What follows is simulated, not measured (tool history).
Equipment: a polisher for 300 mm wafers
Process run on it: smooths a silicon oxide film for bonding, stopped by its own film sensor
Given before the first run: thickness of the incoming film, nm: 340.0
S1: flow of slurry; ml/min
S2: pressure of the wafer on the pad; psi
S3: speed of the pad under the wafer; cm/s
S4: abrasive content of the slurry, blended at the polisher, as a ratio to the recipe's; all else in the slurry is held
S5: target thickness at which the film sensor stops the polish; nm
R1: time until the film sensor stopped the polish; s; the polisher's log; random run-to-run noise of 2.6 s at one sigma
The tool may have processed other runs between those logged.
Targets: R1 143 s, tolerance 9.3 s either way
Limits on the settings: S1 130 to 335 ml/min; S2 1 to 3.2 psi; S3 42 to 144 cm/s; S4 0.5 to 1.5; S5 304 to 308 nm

| run | hour | S1 | S2 | S3 | S4 | S5 | R1 |
|---|---|---|---|---|---|---|---|
| 1 | 0 | 215 | 2.1 | 92 | 1 | 304 | 52.088 |
| 2 | 8.1 | 215 | 2.1 | 76 | 1 | 304 | 58.664 |
| 3 | 15.1 | 245 | 2.1 | 76 | 1 | 304 | 59.563 |
| 4 | 20 | 245 | 2 | 72 | 1 | 304 | 64.59 |
| 5 | 28.8 | 245 | 2 | 72 | 1.1 | 304 | 61.323 |
| 6 | 35.4 | 245 | 1.9 | 68 | 1.05 | 304 | 67.119 |
| 7 | 40.1 | 245 | 1.8 | 64 | 1 | 304 | 80.232 |
| 8 | 48.6 | 245 | 1.7 | 62 | 1 | 304 | 85.189 |
| 9 | 57 | 245 | 1.6 | 60 | 1 | 304 | 90.645 |
| 10 | 64.1 | 245 | 1.5 | 58 | 1 | 304 | 102.98 |
| 11 | 65.3 | 245 | 1.4 | 58 | 1 | 304 | 107.87 |
| 12 | 71.6 | 245 | 1.2 | 56 | 1 | 304 | 127.09 |
| 13 | 76.8 | 245 | 1 | 54 | 1 | 304 | 160.43 |
| 14 | 80.5 | 245 | 1.2 | 54 | 1 | 304 | 131.94 |

4 candidate next runs follow, results not yet known. Just one meets every target within its allowed miss. Identify it.
| A | 84.2 | 310 | 1.1 | 52 | 0.8 | 304 | ? |
| B | 84.2 | 195 | 1.1 | 42 | 1.15 | 304 | ? |
| C | 84.2 | 220 | 1.2 | 46 | 0.95 | 306 | ? |
| D | 84.2 | 290 | 1 | 74 | 0.85 | 305 | ? |

| move | R1 |
|---|---|
| A | 163.97 |
| B | 170.03 |
| C | 148.36 |
| D | 128.36 |
A: carries the result that was furthest off beyond its target, to the other side
B: carries the result that was furthest off beyond its target, to the other side
C: in spec on every target
D: further off than the last run
Correct choice: C, which meets every target
